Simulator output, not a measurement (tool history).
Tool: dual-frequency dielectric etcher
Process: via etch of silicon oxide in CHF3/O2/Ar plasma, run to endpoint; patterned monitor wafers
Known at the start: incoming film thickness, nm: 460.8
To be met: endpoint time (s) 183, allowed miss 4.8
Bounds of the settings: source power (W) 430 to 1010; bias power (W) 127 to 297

Run 1, hour 0: source power (W) 720, bias power (W) 212. Result: endpoint time (s) 198.6.
Run 2, hour 8.9: source power (W) 750, bias power (W) 215. Result: endpoint time (s) 196.29.
Run 3, hour 17.8: source power (W) 750, bias power (W) 232. Result: endpoint time (s) 190.38.
Run 4, hour 23.7: source power (W) 690, bias power (W) 232. Result: endpoint time (s) 197.01.
Run 5, hour 32.1: source power (W) 690, bias power (W) 215. Result: endpoint time (s) 199.59.
Run 6, hour 37.9: source power (W) 570, bias power (W) 215. Result: endpoint time (s) 215.46.
At hour 40.8: bias power generator calibrated.
Run 7, hour 40.8: source power (W) 630, bias power (W) 222. Result: endpoint time (s) 213.45.
Run 8, hour 44.9: source power (W) 680, bias power (W) 225. Result: endpoint time (s) 201.7.
Run 9, hour 46.7: source power (W) 720, bias power (W) 229. Result: endpoint time (s) 198.07.
Run 10, hour 53.7: source power (W) 760, bias power (W) 232. Result: endpoint time (s) 192.48.
Run 11, hour 56: source power (W) 780, bias power (W) 234. Result: endpoint time (s) 192.46.
Run 12, hour 62.8: source power (W) 810, bias power (W) 237. Result: endpoint time (s) 190.07.

4 next moves are on the table. One of them brings every result within its allowed miss. Which?
Run A, hour 69.6: source power (W) 720, bias power (W) 290. Result: endpoint time (s) ?.
Run B, hour 69.6: source power (W) 930, bias power (W) 278. Result: endpoint time (s) ?.
Run C, hour 69.6: source power (W) 890, bias power (W) 288. Result: endpoint time (s) ?.
Run D, hour 69.6: source power (W) 1010, bias power (W) 245. Result: endpoint time (s) ?.

move  endpoint time (s)
   A             181.49
   B             169.22
   C             169.55
   D             172.17
A: meets every target
B: takes the result that was furthest off past its target
C: takes the result that was furthest off past its target
D: takes the result that was furthest off past its target
Move A is the one to make.
